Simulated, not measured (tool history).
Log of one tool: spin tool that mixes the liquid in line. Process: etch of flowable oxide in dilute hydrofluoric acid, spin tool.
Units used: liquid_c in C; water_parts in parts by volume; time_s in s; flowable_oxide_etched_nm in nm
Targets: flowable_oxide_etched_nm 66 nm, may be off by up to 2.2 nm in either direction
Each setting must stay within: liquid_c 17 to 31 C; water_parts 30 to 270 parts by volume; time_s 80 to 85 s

| run | hour | liquid_c | water_parts | time_s | flowable_oxide_etched_nm |
|---|---|---|---|---|---|
| 1 | 0 | 23 | 150 | 80 | 31.093 |
| 2 | 8 | 23.5 | 145 | 80 | 33.079 |
| 3 | 11.2 | 24 | 140 | 80 | 35.746 |
| 4 | 17.4 | 24 | 140 | 80 | 35.411 |
|  | 23.4 | hydrofluoric acid flow meter replaced |
| 5 | 23.4 | 24.5 | 135 | 80 | 33.908 |
| 6 | 24.9 | 21 | 135 | 80 | 29.272 |
| 7 | 30.3 | 22 | 130 | 80 | 31.83 |
| 8 | 36.9 | 23 | 125 | 80 | 34.919 |
| 9 | 39.6 | 24 | 120 | 80 | 37.405 |
| 10 | 46.2 | 28 | 65 | 80 | 86.187 |
| 11 | 51.5 | 27.5 | 65 | 80 | 85.463 |
| 12 | 54.4 | 27 | 65 | 80 | 83.609 |
| 13 | 55.2 | 26.5 | 65 | 80 | 82.096 |
| 14 | 56.9 | 26 | 65 | 80 | 80.308 |
| 15 | 62.2 | 25.5 | 65 | 80 | 79.359 |
| 16 | 66.3 | 25 | 65 | 80 | 78.642 |
| 17 | 72.3 | 24.5 | 65 | 80 | 76.628 |

Which single option among these 4 for the next run brings every result within its allowed miss of target? Just one does.
| A | 78.3 | 27.5 | 70 | 85 | ? |
| B | 78.3 | 28.5 | 90 | 85 | ? |
| C | 78.3 | 26 | 60 | 85 | ? |
| D | 78.3 | 25.5 | 55 | 80 | ? |

| move | flowable_oxide_etched_nm |
|---|---|
| A | 84.011 |
| B | 66.061 |
| C | 93.629 |
| D | 94.86 |
A: the biggest miss grows against the last run
B: hits every target within its allowed miss
C: the biggest miss grows against the last run
D: the biggest miss grows against the last run
B is the move that brings every result within its allowed miss.
